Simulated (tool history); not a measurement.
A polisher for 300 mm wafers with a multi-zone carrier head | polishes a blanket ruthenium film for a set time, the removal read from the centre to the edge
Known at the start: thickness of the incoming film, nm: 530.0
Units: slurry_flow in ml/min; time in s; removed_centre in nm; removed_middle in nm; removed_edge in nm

run  hour  slurry_flow  centre_zone  middle_zone  edge_zone  time  removed_centre  removed_middle  removed_edge
  1   0.0          195         1.00         1.00       1.00    35          28.235          27.268        27.875
  2   3.7          180         1.00         1.00       1.00    35          28.087          26.733        27.919
  3   5.5          205         1.00         1.00       1.00    35          28.789          26.846        28.310
  4   8.3          200         0.97         0.98       1.00    34          26.961          26.850        27.339
  5  16.2          220         0.97         0.98       1.00    34          27.240          26.961        27.431
  6  22.5          220         0.97         0.98       0.95    34          27.196          26.533        26.285
  7  24.8          220         0.97         0.98       0.95    34          27.063          26.750        26.848
  8  30.7          220         0.97         0.98       0.95    34          26.924          26.241        26.597
  9  34.3          165         0.87         0.88       1.00    31          21.378          21.139        24.031

Forecast run 10:
 10  36.1          125         0.81         0.86       1.06    31               ?               ?             ?

removed_centre: 18.492 nm
removed_middle: 19.789 nm
removed_edge: 23.707 nm

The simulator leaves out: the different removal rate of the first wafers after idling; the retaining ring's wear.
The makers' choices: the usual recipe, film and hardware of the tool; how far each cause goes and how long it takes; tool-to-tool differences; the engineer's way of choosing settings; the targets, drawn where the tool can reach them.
